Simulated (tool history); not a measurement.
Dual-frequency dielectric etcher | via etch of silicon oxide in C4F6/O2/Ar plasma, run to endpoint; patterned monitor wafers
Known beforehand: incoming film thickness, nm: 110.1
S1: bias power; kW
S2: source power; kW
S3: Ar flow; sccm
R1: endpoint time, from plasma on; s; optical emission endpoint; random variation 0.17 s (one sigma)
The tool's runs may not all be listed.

Run 1, hour 0: S1 0.599 kW, S2 0.33 kW, S3 287 sccm. Result: R1 22.65 s.
Run 2, hour 3.1: S1 0.599 kW, S2 0.33 kW, S3 265 sccm. Result: R1 21.819 s.
Run 3, hour 11.4: S1 0.599 kW, S2 0.33 kW, S3 307 sccm. Result: R1 22.543 s.
Run 4, hour 13.7: S1 0.62 kW, S2 0.33 kW, S3 306 sccm. Result: R1 22.259 s.
Run 5, hour 21.8: S1 0.58 kW, S2 0.33 kW, S3 306 sccm. Result: R1 22.675 s.
Run 6, hour 30.6: S1 0.602 kW, S2 0.34 kW, S3 304 sccm. Result: R1 22.193 s.
Run 7, hour 38.2: S1 0.62 kW, S2 0.34 kW, S3 303 sccm. Result: R1 22.267 s.
Run 8, hour 41.7: S1 0.637 kW, S2 0.35 kW, S3 297 sccm. Result: R1 21.698 s.

What does the tool deliver on the next run?
Run 9, hour 44.5: S1 0.652 kW, S2 0.36 kW, S3 295 sccm. Result: R1 ?.

R1: 21.225 s

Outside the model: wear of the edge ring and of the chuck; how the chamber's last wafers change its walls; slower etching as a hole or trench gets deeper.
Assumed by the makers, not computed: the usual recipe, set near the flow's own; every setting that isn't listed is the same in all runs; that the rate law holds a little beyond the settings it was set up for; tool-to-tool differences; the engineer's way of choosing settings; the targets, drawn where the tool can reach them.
